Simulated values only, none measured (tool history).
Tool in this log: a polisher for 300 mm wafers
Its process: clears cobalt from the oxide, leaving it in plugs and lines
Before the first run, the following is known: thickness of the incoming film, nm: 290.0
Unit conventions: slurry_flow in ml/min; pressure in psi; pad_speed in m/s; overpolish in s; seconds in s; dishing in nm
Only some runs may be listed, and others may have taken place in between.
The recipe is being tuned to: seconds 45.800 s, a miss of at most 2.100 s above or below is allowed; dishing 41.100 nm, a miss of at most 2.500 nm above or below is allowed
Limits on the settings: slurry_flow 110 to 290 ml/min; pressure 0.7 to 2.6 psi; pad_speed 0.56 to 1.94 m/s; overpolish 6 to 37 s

| run | hour | slurry_flow | pressure | pad_speed | overpolish | seconds | dishing |
|---|---|---|---|---|---|---|---|
| 1 | 0.0 | 185 | 1.6 | 1.24 | 19 | 67.350 | 46.007 |
| 2 | 7.4 | 185 | 2.0 | 1.24 | 19 | 53.786 | 52.953 |
| 3 | 8.3 | 185 | 2.0 | 0.96 | 19 | 69.346 | 48.153 |
| 4 | 12.1 | 180 | 2.1 | 1.00 | 16 | 64.168 | 44.399 |
| 5 | 16.5 | 180 | 2.1 | 1.00 | 23 | 62.216 | 52.883 |
| 6 | 24.4 | 180 | 2.1 | 1.22 | 23 | 52.604 | 55.877 |
| 7 | 30.5 | 175 | 2.2 | 1.22 | 19 | 49.651 | 53.687 |
| 8 | 38.4 | 165 | 2.2 | 1.22 | 16 | 50.777 | 49.693 |
| 9 | 45.0 | 190 | 2.4 | 1.22 | 7 | 46.082 | 32.507 |
| 10 | 52.9 | 180 | 2.4 | 1.22 | 8 | 45.345 | 35.108 |
| 11 | 61.5 | 180 | 2.4 | 1.22 | 8 | 45.654 | 35.563 |
| 12 | 67.6 | 175 | 2.4 | 1.22 | 8 | 46.314 | 36.394 |
| 13 | 73.9 | 170 | 2.4 | 1.22 | 8 | 46.066 | 34.974 |
| 14 | 78.0 | 170 | 2.4 | 1.22 | 9 | 46.746 | 37.300 |
| 15 | 84.2 | 170 | 2.4 | 1.22 | 12 | 46.393 | 43.366 |
| 16 | 90.5 | 175 | 2.4 | 1.22 | 12 | 45.771 | 44.469 |
| 17 | 92.8 | 180 | 2.4 | 1.22 | 12 | 46.438 | 44.862 |
| 18 | 100.0 | 175 | 2.4 | 1.24 | 11 | 45.917 | 43.936 |
| 19 | 105.5 | 180 | 2.4 | 1.24 | 11 | 45.690 | 43.674 |

Which single option among these 5 for the next run brings every result within its allowed miss of target? Just one does.
| A | 111.0 | 180 | 2.4 | 1.20 | 10 | ? | ? |
| B | 111.0 | 190 | 2.4 | 1.26 | 13 | ? | ? |
| C | 111.0 | 190 | 2.5 | 1.22 | 14 | ? | ? |
| D | 111.0 | 190 | 2.4 | 1.20 | 14 | ? | ? |
| E | 111.0 | 190 | 2.6 | 1.14 | 15 | ? | ? |

| move | seconds | dishing |
|---|---|---|
| A | 47.403 | 40.804 |
| B | 44.908 | 48.140 |
| C | 44.518 | 49.955 |
| D | 47.084 | 48.748 |
| E | 45.746 | 50.852 |
A: meets every target
B: misses by more than the last run did
C: misses by more than the last run did
D: misses by more than the last run did
E: misses by more than the last run did
Correct choice: A, which meets every target
